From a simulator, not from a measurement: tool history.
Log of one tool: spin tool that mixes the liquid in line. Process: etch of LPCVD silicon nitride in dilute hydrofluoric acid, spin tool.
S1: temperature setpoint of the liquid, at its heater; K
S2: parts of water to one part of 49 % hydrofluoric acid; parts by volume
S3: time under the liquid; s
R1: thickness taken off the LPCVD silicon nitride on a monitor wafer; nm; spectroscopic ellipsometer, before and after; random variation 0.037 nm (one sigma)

run	day	S1	S2	S3	R1
1	0.000	298.15	45	95	0.96077
2	0.358	300.65	40	95	1.31420
3	0.675	300.65	50	95	1.05070
4	0.738	300.65	50	95	1.04390
5	0.788	302.65	45	95	1.33160
6	1.021	303.65	40	95	1.57520
7	1.200	306.15	30	95	2.36260

Forecast run 8:
8	1.412	305.65	30	95	?

{"run 8": {"R1": 2.3884}}
